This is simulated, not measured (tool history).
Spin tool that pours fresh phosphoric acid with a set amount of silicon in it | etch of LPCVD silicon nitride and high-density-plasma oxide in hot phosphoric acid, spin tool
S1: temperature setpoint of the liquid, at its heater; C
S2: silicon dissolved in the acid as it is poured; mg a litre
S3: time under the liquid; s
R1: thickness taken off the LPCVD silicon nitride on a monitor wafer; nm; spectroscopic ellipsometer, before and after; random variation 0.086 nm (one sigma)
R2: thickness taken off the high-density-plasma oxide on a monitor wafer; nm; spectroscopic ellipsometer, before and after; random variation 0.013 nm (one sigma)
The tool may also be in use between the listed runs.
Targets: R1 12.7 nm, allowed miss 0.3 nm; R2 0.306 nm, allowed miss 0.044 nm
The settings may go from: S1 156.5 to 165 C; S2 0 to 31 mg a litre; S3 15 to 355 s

{"run": 1, "day": 0.0, "S1": 160, "S2": 13.5, "S3": 180, "R1": 14.282, "R2": 0.5077}
{"run": 2, "day": 0.079, "S1": 160, "S2": 13.5, "S3": 235, "R1": 18.641, "R2": 0.66588}
{"run": 3, "day": 0.354, "S1": 160, "S2": 13.5, "S3": 270, "R1": 21.275, "R2": 0.80558}
{"run": 4, "day": 0.567, "S1": 161, "S2": 13.5, "S3": 270, "R1": 22.181, "R2": 0.95947}
{"run": 5, "day": 0.646, "S1": 160.5, "S2": 14.5, "S3": 255, "R1": 20.655, "R2": 0.75556}
{"run": 6, "day": 0.729, "S1": 160, "S2": 15, "S3": 240, "R1": 19.13, "R2": 0.69506}
{"run": 7, "day": 1.033, "S1": 159.5, "S2": 16, "S3": 225, "R1": 17.744, "R2": 0.64533}
{"run": 8, "day": 1.238, "S1": 159, "S2": 18.5, "S3": 210, "R1": 16.1, "R2": 0.52478}
{"run": 9, "day": 1.483, "S1": 159, "S2": 18.5, "S3": 210, "R1": 16.192, "R2": 0.52759}
{"run": 10, "day": 1.642, "S1": 158.5, "S2": 20, "S3": 205, "R1": 15.258, "R2": 0.43671}
{"run": 11, "day": 1.688, "S1": 158.5, "S2": 20.5, "S3": 200, "R1": 15.224, "R2": 0.40113}
{"run": 12, "day": 2.021, "S1": 156.5, "S2": 21, "S3": 170, "R1": 11.988, "R2": 0.30758}
{"run": 13, "day": 2.154, "S1": 156.5, "S2": 21.5, "S3": 170, "R1": 12.02, "R2": 0.30817}
{"run": 14, "day": 2.458, "S1": 156.5, "S2": 22, "S3": 170, "R1": 11.985, "R2": 0.32764}
{"run": 15, "day": 2.825, "S1": 156.5, "S2": 23, "S3": 170, "R1": 12.004, "R2": 0.2898}
{"run": 16, "day": 3.046, "S1": 157, "S2": 23.5, "S3": 170, "R1": 12.183, "R2": 0.29876}

5 next moves are on the table. One of them brings every result within its allowed miss. Which?
{"run": "A", "day": 3.267, "S1": 156.5, "S2": 15.5, "S3": 180, "R1": "?", "R2": "?"}
{"run": "B", "day": 3.267, "S1": 156.5, "S2": 24, "S3": 180, "R1": "?", "R2": "?"}
{"run": "C", "day": 3.267, "S1": 156.5, "S2": 9, "S3": 180, "R1": "?", "R2": "?"}
{"run": "D", "day": 3.267, "S1": 157, "S2": 21.5, "S3": 165, "R1": "?", "R2": "?"}
{"run": "E", "day": 3.267, "S1": 158.5, "S2": 11, "S3": 160, "R1": "?", "R2": "?"}

move=A R1=12.556 R2=0.39212
move=B R1=12.556 R2=0.30774
move=C R1=12.556 R2=0.45665
move=D R1=11.708 R2=0.31653
move=E R1=11.946 R2=0.45106
A: brings the result that was furthest off to its target, and leaves another outside
B: meets every target
C: brings the result that was furthest off to its target, and leaves another outside
D: further off than the last run
E: further off than the last run
Answer: B

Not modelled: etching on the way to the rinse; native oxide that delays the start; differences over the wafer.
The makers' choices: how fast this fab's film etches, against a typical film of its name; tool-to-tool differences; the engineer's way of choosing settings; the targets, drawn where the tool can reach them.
